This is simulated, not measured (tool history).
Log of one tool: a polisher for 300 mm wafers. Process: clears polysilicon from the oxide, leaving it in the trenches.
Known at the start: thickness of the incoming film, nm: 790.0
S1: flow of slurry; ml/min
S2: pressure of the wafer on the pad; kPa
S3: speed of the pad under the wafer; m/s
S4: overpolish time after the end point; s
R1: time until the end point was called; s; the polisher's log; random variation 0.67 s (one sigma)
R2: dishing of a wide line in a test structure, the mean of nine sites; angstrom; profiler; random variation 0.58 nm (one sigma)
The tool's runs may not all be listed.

Run 1, day 0.000: S1 160 ml/min, S2 13.8 kPa, S3 1.00 m/s, S4 28 s. Result: R1 62.404 s, R2 553.13 angstrom.
Run 2, day 0.167: S1 160 ml/min, S2 13.8 kPa, S3 0.84 m/s, S4 28 s. Result: R1 69.327 s, R2 538.06 angstrom.
Run 3, day 0.400: S1 175 ml/min, S2 13.8 kPa, S3 0.74 m/s, S4 23 s. Result: R1 75.219 s, R2 536.57 angstrom.
Run 4, day 0.662: S1 175 ml/min, S2 13.8 kPa, S3 0.74 m/s, S4 13 s. Result: R1 73.760 s, R2 490.81 angstrom.
Run 5, day 1.017: S1 175 ml/min, S2 13.8 kPa, S3 0.94 m/s, S4 13 s. Result: R1 62.860 s, R2 509.65 angstrom.
Run 6, day 1.254: S1 155 ml/min, S2 13.8 kPa, S3 0.86 m/s, S4 12 s. Result: R1 69.905 s, R2 486.40 angstrom.
Run 7, day 1.579: S1 155 ml/min, S2 13.8 kPa, S3 0.86 m/s, S4 12 s. Result: R1 69.345 s, R2 496.78 angstrom.
Run 8, day 1.933: S1 140 ml/min, S2 14.5 kPa, S3 0.80 m/s, S4 11 s. Result: R1 69.774 s, R2 472.98 angstrom.

The next listed run, before its measurement:
Run 9, day 2.183: S1 140 ml/min, S2 14.5 kPa, S3 0.80 m/s, S4 11 s. Result: R1 ?, R2 ?.

{"run 9": {"R1": 70.555, "R2": 484.85}}

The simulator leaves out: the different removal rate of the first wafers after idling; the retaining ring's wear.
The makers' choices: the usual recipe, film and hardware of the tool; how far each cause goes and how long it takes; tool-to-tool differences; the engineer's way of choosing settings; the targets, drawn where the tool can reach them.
